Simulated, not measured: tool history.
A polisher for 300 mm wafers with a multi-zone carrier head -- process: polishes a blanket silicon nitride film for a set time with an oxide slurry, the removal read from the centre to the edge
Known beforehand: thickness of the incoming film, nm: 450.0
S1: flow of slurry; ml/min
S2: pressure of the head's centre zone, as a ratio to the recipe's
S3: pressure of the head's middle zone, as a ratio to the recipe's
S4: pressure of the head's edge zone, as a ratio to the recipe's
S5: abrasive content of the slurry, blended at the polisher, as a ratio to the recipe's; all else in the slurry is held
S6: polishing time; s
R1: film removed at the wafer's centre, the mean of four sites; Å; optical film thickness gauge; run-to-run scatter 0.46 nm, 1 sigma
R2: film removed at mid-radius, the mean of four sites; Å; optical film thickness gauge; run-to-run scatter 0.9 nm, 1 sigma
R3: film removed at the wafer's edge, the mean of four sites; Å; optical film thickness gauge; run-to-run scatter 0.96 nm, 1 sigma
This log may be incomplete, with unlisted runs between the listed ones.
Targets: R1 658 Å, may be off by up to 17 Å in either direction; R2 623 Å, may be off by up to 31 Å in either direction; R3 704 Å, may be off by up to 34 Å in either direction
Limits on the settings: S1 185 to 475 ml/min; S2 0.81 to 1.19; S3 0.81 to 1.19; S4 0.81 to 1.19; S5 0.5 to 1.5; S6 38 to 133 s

Run 1, day 0: S1 305 ml/min, S2 1, S3 1, S4 1, S5 1, S6 85 s. Result: R1 445.78 Å, R2 453.51 Å, R3 461.6 Å.
Run 2, day 0.196: S1 300 ml/min, S2 1.01, S3 0.99, S4 1.04, S5 1.15, S6 88 s. Result: R1 490.36 Å, R2 485.03 Å, R3 528.57 Å.
Run 3, day 0.446: S1 305 ml/min, S2 1.04, S3 1.02, S4 1.07, S5 1.25, S6 89 s. Result: R1 530.04 Å, R2 522.25 Å, R3 550.16 Å.
Run 4, day 0.667: S1 375 ml/min, S2 1.04, S3 1.02, S4 1.07, S5 1.25, S6 89 s. Result: R1 543.75 Å, R2 530.55 Å, R3 567.88 Å.
Run 5, day 0.717: S1 380 ml/min, S2 1.05, S3 1.02, S4 1.09, S5 1.35, S6 91 s. Result: R1 573.81 Å, R2 542.72 Å, R3 599.41 Å.
Run 6, day 1.054: S1 320 ml/min, S2 1.05, S3 1.02, S4 1.09, S5 1.35, S6 91 s. Result: R1 564.13 Å, R2 538.07 Å, R3 585.32 Å.
Run 7, day 1.121: S1 335 ml/min, S2 1.05, S3 1.03, S4 1.11, S5 1.4, S6 93 s. Result: R1 581.43 Å, R2 585.41 Å, R3 613.29 Å.
Run 8, day 1.471: S1 310 ml/min, S2 1.08, S3 0.95, S4 1.18, S5 1.5, S6 100 s. Result: R1 662.03 Å, R2 574.38 Å, R3 687.5 Å.

Which single option among these 5 for the next run brings every result within its allowed miss of target? Just one does.
Run A, day 1.821: S1 295 ml/min, S2 1.1, S3 0.9, S4 1.17, S5 1.25, S6 102 s. Result: R1 ?, R2 ?, R3 ?.
Run B, day 1.821: S1 320 ml/min, S2 1.06, S3 0.99, S4 1.17, S5 1.5, S6 101 s. Result: R1 ?, R2 ?, R3 ?.
Run C, day 1.821: S1 305 ml/min, S2 1.13, S3 0.89, S4 1.19, S5 1.45, S6 97 s. Result: R1 ?, R2 ?, R3 ?.
Run D, day 1.821: S1 440 ml/min, S2 1.12, S3 0.81, S4 1.19, S5 1.5, S6 96 s. Result: R1 ?, R2 ?, R3 ?.
Run E, day 1.821: S1 440 ml/min, S2 1.05, S3 0.81, S4 1.19, S5 1.5, S6 98 s. Result: R1 ?, R2 ?, R3 ?.

move      R1      R2      R3
   A   634.4  542.79  667.56
   B  650.96  624.44  706.92
   C  654.08  539.95  676.16
   D  669.57   514.8  692.76
   E   642.1  525.71  707.19
A: moves away from the targets compared with the last run
B: each result inside its tolerance
C: moves away from the targets compared with the last run
D: moves away from the targets compared with the last run
E: moves away from the targets compared with the last run
Correct choice: B, which meets every target
